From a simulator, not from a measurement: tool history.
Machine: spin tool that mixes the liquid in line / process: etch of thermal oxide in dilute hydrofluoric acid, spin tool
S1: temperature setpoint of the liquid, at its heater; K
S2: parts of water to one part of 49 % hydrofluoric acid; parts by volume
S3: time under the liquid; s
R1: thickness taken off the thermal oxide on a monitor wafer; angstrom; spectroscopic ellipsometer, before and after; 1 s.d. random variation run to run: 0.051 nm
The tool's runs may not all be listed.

Run 1, hour 0.0: S1 293.15 K, S2 210 parts by volume, S3 90 s. Result: R1 15.4960 angstrom.
Run 2, hour 2.5: S1 293.15 K, S2 210 parts by volume, S3 70 s. Result: R1 12.1530 angstrom.
Run 3, hour 11.1: S1 293.15 K, S2 210 parts by volume, S3 70 s. Result: R1 12.2960 angstrom.
Run 4, hour 16.2: S1 293.15 K, S2 260 parts by volume, S3 70 s. Result: R1 9.4004 angstrom.
Run 5, hour 19.8: S1 293.15 K, S2 260 parts by volume, S3 90 s. Result: R1 12.3050 angstrom.
Run 6, hour 25.6: S1 294.15 K, S2 260 parts by volume, S3 90 s. Result: R1 12.5380 angstrom.
Run 7, hour 33.0: S1 296.15 K, S2 205 parts by volume, S3 90 s. Result: R1 18.1390 angstrom.
Run 8, hour 36.5: S1 297.65 K, S2 165 parts by volume, S3 90 s. Result: R1 25.2140 angstrom.

Predict the results of run 9:
Run 9, hour 39.1: S1 298.65 K, S2 145 parts by volume, S3 90 s. Result: R1 ?.

R1: 30.0850 angstrom
